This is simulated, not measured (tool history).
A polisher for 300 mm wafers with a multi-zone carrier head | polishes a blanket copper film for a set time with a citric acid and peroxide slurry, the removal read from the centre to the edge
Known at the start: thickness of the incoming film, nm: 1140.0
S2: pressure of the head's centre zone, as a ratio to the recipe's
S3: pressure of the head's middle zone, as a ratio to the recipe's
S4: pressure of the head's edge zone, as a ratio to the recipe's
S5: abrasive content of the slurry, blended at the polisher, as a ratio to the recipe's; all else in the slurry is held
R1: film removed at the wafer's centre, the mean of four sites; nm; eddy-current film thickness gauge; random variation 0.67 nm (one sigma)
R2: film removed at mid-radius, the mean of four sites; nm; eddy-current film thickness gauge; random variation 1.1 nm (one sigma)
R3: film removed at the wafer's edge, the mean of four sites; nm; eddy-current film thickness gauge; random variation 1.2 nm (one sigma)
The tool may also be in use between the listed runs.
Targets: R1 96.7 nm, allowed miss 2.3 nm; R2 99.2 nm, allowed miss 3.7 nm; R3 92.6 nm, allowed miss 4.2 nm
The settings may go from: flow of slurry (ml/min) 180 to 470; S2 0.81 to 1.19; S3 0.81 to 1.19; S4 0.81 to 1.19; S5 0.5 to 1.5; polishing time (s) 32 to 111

run 1 hour=0 | flow_of_slurry_(ml/min)=300 S2=1 S3=1 S4=1 S5=1 polishing_time_(s)=71 | R1=160.98 R2=160.64 R3=167.08
run 2 hour=6.2 | flow_of_slurry_(ml/min)=305 S2=1 S3=1 S4=0.97 S5=0.9 polishing_time_(s)=65 | R1=143.07 R2=142.15 R3=141.97
run 3 hour=13.9 | flow_of_slurry_(ml/min)=305 S2=1 S3=1 S4=0.97 S5=1 polishing_time_(s)=65 | R1=147.09 R2=147.37 R3=147.93
run 4 hour=20.2 | flow_of_slurry_(ml/min)=250 S2=1 S3=1 S4=0.97 S5=1 polishing_time_(s)=65 | R1=144.13 R2=145.42 R3=146.31
run 5 hour=22.5 | flow_of_slurry_(ml/min)=190 S2=1 S3=1 S4=0.97 S5=1 polishing_time_(s)=65 | R1=135.92 R2=139.62 R3=140.86
run 6 hour=29.9 | flow_of_slurry_(ml/min)=200 S2=0.99 S3=0.99 S4=0.94 S5=0.9 polishing_time_(s)=62 | R1=126.09 R2=126.3 R3=126.11
run 7 hour=33.9 | flow_of_slurry_(ml/min)=205 S2=0.97 S3=0.99 S4=0.92 S5=0.8 polishing_time_(s)=61 | R1=119.36 R2=122.21 R3=125.47
run 8 hour=41.4 | flow_of_slurry_(ml/min)=210 S2=0.98 S3=1.01 S4=0.9 S5=0.75 polishing_time_(s)=58 | R1=113.71 R2=115.75 R3=111.33
run 9 hour=44.3 | flow_of_slurry_(ml/min)=210 S2=0.97 S3=1.01 S4=0.89 S5=0.7 polishing_time_(s)=57 | R1=107.38 R2=111.68 R3=109.16
run 10 hour=47.5 | flow_of_slurry_(ml/min)=210 S2=0.97 S3=1.01 S4=0.88 S5=0.65 polishing_time_(s)=56 | R1=103.11 R2=108.16 R3=102.29
run 11 hour=49.6 | flow_of_slurry_(ml/min)=210 S2=0.95 S3=0.95 S4=0.82 S5=0.5 polishing_time_(s)=56 | R1=93.569 R2=94.022 R3=90.982
run 12 hour=50.6 | flow_of_slurry_(ml/min)=215 S2=0.95 S3=0.96 S4=0.82 S5=0.5 polishing_time_(s)=56 | R1=94.334 R2=94.804 R3=91.793
-- hour=53.9 edge zone pressure recalibrated
run 13 hour=53.9 | flow_of_slurry_(ml/min)=220 S2=0.95 S3=0.97 S4=0.82 S5=0.5 polishing_time_(s)=56 | R1=93.093 R2=96.418 R3=88.15
run 14 hour=60 | flow_of_slurry_(ml/min)=220 S2=0.95 S3=0.97 S4=0.83 S5=0.5 polishing_time_(s)=56 | R1=93.037 R2=97.207 R3=88.122
run 15 hour=68.9 | flow_of_slurry_(ml/min)=250 S2=0.97 S3=0.96 S4=0.9 S5=0.55 polishing_time_(s)=56 | R1=100.07 R2=101.32 R3=96.297
run 16 hour=70 | flow_of_slurry_(ml/min)=250 S2=0.97 S3=0.96 S4=0.89 S5=0.55 polishing_time_(s)=56 | R1=101.14 R2=99.481 R3=94.278

5 next moves are on the table. One of them brings every result within its allowed miss. Which?
run A hour=71.1 | flow_of_slurry_(ml/min)=265 S2=1.06 S3=1.02 S4=0.87 S5=0.6 polishing_time_(s)=52 | R1=? R2=? R3=?
run B hour=71.1 | flow_of_slurry_(ml/min)=320 S2=1.06 S3=1.03 S4=0.85 S5=0.5 polishing_time_(s)=53 | R1=? R2=? R3=?
run C hour=71.1 | flow_of_slurry_(ml/min)=415 S2=1.02 S3=0.97 S4=0.91 S5=0.8 polishing_time_(s)=46 | R1=? R2=? R3=?
run D hour=71.1 | flow_of_slurry_(ml/min)=340 S2=0.98 S3=0.96 S4=0.97 S5=0.5 polishing_time_(s)=55 | R1=? R2=? R3=?
run E hour=71.1 | flow_of_slurry_(ml/min)=180 S2=1.02 S3=1.04 S4=0.94 S5=0.7 polishing_time_(s)=51 | R1=? R2=? R3=?

move=A R1=104.97 R2=101.04 R3=92.322
move=B R1=103.01 R2=99.754 R3=89
move=C R1=103.19 R2=97.714 R3=94.186
move=D R1=101.18 R2=98.139 R3=98.691
move=E R1=97.869 R2=99.364 R3=93.986
A: further off than the last run
B: further off than the last run
C: further off than the last run
D: as far off as the last run
E: meets every target
Answer: E

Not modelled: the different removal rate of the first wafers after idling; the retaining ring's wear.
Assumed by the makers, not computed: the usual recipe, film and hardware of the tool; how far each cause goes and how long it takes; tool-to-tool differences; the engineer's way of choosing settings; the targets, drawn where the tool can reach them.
